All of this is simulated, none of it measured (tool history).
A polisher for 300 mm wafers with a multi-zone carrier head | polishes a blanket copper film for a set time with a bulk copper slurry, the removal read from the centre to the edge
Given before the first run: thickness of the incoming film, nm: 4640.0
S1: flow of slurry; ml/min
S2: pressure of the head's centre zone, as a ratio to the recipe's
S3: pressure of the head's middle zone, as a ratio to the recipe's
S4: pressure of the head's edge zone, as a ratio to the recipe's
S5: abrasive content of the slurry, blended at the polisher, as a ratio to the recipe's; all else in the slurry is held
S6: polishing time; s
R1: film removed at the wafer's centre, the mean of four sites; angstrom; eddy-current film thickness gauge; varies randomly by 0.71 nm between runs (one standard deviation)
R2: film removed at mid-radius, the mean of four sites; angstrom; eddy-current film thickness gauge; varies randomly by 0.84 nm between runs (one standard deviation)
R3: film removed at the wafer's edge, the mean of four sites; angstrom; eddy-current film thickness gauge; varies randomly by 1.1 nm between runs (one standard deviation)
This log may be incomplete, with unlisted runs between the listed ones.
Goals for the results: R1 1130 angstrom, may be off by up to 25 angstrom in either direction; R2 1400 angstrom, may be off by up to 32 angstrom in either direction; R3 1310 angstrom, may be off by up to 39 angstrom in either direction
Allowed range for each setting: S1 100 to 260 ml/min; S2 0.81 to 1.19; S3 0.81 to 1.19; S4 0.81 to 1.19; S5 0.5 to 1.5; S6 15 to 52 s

| run | hour | S1 | S2 | S3 | S4 | S5 | S6 | R1 | R2 | R3 |
|---|---|---|---|---|---|---|---|---|---|---|
| 1 | 0 | 165 | 1 | 1 | 1 | 1 | 33 | 2201 | 2171.2 | 2159.3 |
| 2 | 2.4 | 205 | 1 | 1 | 1 | 1 | 33 | 2241.7 | 2267.9 | 2238.6 |
| 3 | 6 | 205 | 0.98 | 1 | 0.99 | 0.95 | 32 | 2102.9 | 2155.4 | 2125.6 |
| 4 | 8.4 | 205 | 0.91 | 1 | 0.99 | 0.95 | 32 | 1944.2 | 2165.8 | 2125.4 |
| 5 | 14.3 | 200 | 0.9 | 1 | 0.98 | 0.9 | 31 | 1825 | 2054.9 | 2033.9 |
| 6 | 16.2 | 200 | 0.9 | 1 | 1.05 | 0.9 | 31 | 1838.3 | 2062.4 | 2056.5 |
| 7 | 17 | 195 | 0.89 | 1.01 | 1.03 | 0.85 | 30 | 1718.8 | 1989.2 | 1974 |
| 8 | 17.6 | 190 | 0.89 | 1.01 | 1.01 | 0.8 | 29 | 1629.4 | 1888.1 | 1850.2 |
| 9 | 20.5 | 140 | 0.81 | 0.97 | 0.91 | 0.55 | 25 | 1084.5 | 1322.4 | 1290 |
| 10 | 22.1 | 145 | 0.81 | 0.97 | 0.91 | 0.55 | 25 | 1092.7 | 1317.9 | 1329.4 |
| 11 | 26.7 | 145 | 0.81 | 0.98 | 0.9 | 0.55 | 25 | 1087.5 | 1349.1 | 1312.6 |
| 12 | 29.2 | 145 | 0.81 | 0.98 | 0.89 | 0.55 | 25 | 1090.7 | 1353.9 | 1304.3 |

Exercise: of the 4 proposed moves below, exactly one satisfies all targets within the stated allowed misses. Which move is it?
| A | 31.7 | 210 | 0.9 | 0.98 | 0.81 | 0.5 | 24 | ? | ? | ? |
| B | 31.7 | 150 | 0.85 | 1.01 | 0.87 | 0.5 | 26 | ? | ? | ? |
| C | 31.7 | 100 | 0.9 | 0.97 | 0.81 | 0.5 | 27 | ? | ? | ? |
| D | 31.7 | 170 | 0.81 | 0.98 | 0.84 | 0.55 | 25 | ? | ? | ? |

| move | R1 | R2 | R3 |
|---|---|---|---|
| A | 1206.4 | 1337.7 | 1233 |
| B | 1164.3 | 1411.6 | 1326.9 |
| C | 1162.6 | 1301 | 1258.5 |
| D | 1124.7 | 1392.6 | 1314.4 |
A: takes the result that was furthest off past its target
B: takes the result that was furthest off past its target
C: takes the result that was furthest off past its target
D: every result within its allowed miss
Move D is the one to make.
